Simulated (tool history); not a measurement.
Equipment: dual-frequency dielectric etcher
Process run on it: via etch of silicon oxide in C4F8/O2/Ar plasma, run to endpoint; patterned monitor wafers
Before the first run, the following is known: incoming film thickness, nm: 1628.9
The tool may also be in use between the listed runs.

run  hour  source power (W)  bias power (W)  endpoint time (s)
  1   0.0              2530            1518             296.37
  2   5.5              2280            1461             312.55
  3   6.8              2570            1461             300.13
  4  11.1              2330            1402             316.84
  5  16.6              2330            1533             307.78
  6  20.1              2020            1533             327.18

Forecast run 7:
  7  26.1              1920            1517                  ?

endpoint time (s): 335.02

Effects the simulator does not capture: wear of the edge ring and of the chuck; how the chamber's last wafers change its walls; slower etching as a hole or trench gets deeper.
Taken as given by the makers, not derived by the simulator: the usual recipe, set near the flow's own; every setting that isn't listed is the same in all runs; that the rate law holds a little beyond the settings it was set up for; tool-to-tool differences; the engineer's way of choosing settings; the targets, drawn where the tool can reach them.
